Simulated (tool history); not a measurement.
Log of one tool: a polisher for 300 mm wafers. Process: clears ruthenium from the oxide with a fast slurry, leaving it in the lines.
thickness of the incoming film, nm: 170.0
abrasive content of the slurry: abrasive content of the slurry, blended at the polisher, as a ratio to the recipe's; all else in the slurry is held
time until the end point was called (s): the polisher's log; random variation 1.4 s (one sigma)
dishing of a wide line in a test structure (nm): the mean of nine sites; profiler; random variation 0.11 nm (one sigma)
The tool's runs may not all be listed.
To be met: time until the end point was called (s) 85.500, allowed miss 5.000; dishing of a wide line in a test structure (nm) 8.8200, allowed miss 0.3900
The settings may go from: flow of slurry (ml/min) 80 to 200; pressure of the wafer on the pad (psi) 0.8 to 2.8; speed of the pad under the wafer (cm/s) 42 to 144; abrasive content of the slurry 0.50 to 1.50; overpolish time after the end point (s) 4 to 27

run	hour	flow of slurry (ml/min)	pressure of the wafer on the pad (psi)	speed of the pad under the wafer (cm/s)	abrasive content of the slurry	overpolish time after the end point (s)	time until the end point was called (s)	dishing of a wide line in a test structure (nm)
1	0.0	130	1.8	92	1.00	14	78.390	24.2620
2	5.8	130	1.8	100	1.00	14	74.378	25.8130
3	12.3	130	1.8	100	1.15	14	68.757	27.7960
4	18.2	130	1.8	100	1.15	18	67.774	34.5830
5	22.6	130	1.8	100	1.00	18	73.706	32.3560
6	29.8	130	1.8	100	1.00	22	71.876	37.3390
7	33.9	150	1.5	74	0.95	16	113.200	20.3470
8	37.1	130	1.8	68	0.80	12	117.960	14.6880
9	45.8	115	2.1	66	0.70	9	122.070	11.3550
10	54.4	95	2.6	82	0.50	4	105.030	5.7579
# hour 63.2: slurry blender recalibrated
11	63.2	95	2.6	82	0.50	4	90.667	6.7831
12	70.4	110	2.5	82	0.55	4	86.778	7.0187
13	71.6	110	2.4	82	0.60	4	86.876	7.1934
14	79.4	110	2.3	84	0.65	7	82.339	12.4370
15	82.5	110	2.4	80	0.65	7	83.800	12.1130
16	83.1	105	2.4	86	0.65	7	78.793	13.0610

Which of these 4 next moves meets every target?
A	83.7	85	2.6	88	0.50	7	?	?
B	83.7	80	2.7	84	0.70	8	?	?
C	83.7	85	2.3	92	0.55	11	?	?
D	83.7	95	2.4	68	0.90	5	?	?

move	time until the end point was called (s)	dishing of a wide line in a test structure (nm)
A	84.978	12.0070
B	73.238	15.6090
C	84.550	18.3090
D	84.939	8.7317
A: nearer than the last run, and not there yet
B: further off than the last run
C: further off than the last run
D: meets every target
Move D is the one to make.
